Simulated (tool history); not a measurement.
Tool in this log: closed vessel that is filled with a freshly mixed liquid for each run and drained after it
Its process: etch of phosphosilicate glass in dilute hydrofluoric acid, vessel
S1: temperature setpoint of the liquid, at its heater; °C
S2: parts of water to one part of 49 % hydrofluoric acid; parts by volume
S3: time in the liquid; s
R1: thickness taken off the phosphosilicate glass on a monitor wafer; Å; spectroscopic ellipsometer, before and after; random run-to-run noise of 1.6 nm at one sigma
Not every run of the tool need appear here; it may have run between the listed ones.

| run | hour | S1 | S2 | S3 | R1 |
|---|---|---|---|---|---|
| 1 | 0.0 | 23.0 | 45 | 105 | 2318.1 |
| 2 | 8.1 | 23.0 | 45 | 115 | 2518.9 |
| 3 | 15.2 | 23.0 | 45 | 105 | 2310.6 |
| 4 | 18.0 | 23.0 | 50 | 105 | 2098.0 |
| 5 | 25.4 | 23.0 | 50 | 115 | 2274.2 |
| 6 | 34.1 | 22.5 | 50 | 115 | 2254.5 |
| 7 | 42.5 | 22.0 | 50 | 115 | 2176.3 |

Run 8 comes next. What will it give?
| 8 | 46.0 | 21.5 | 50 | 115 | ? |

R1: 2135.5 Å
